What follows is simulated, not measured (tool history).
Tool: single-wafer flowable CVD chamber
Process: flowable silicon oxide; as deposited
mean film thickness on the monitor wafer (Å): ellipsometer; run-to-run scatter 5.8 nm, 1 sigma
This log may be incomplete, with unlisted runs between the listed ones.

| run | hour | heater temperature setpoint (deg C) | chamber pressure (mTorr) | RF power (kW) | deposition time (s) | mean film thickness on the monitor wafer (Å) |
|---|---|---|---|---|---|---|
| 1 | 0.0 | 95 | 977 | 2.000 | 781 | 7076.4 |
| 2 | 3.6 | 89 | 977 | 2.000 | 781 | 8838.2 |
| 3 | 10.6 | 84 | 978 | 2.000 | 781 | 10485.0 |
| 4 | 17.8 | 84 | 833 | 2.000 | 781 | 8932.7 |
| 5 | 21.8 | 80 | 861 | 2.005 | 781 | 10561.0 |
| 6 | 27.8 | 80 | 861 | 2.265 | 781 | 10732.0 |
| 7 | 35.1 | 77 | 878 | 2.270 | 781 | 11882.0 |

Predict the results of run 8:
| 8 | 40.5 | 75 | 899 | 2.270 | 782 | ? |

Run 8 produced mean film thickness on the monitor wafer (Å) 12760.0.
